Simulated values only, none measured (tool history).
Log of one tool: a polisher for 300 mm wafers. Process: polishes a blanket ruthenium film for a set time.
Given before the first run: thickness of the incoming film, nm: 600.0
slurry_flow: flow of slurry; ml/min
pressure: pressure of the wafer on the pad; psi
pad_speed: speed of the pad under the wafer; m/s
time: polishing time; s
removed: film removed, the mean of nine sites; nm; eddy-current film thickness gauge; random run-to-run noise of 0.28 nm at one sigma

run,hour,slurry_flow,pressure,pad_speed,time,removed
1,0,225,1.6,0.84,59,49.994
2,6.6,225,1.6,1.02,59,61.304
3,8.2,220,1.5,1.02,59,56.737
4,10.3,220,1.5,1.02,54,51.69
5,18.8,220,1.8,1.02,54,61.717
6,20.6,165,1.8,1.02,54,60.491

Run 7 has not been measured yet. What should we expect?
7,29.3,165,1.7,1.02,54,?

{"run 7": {"removed": 57.349}}
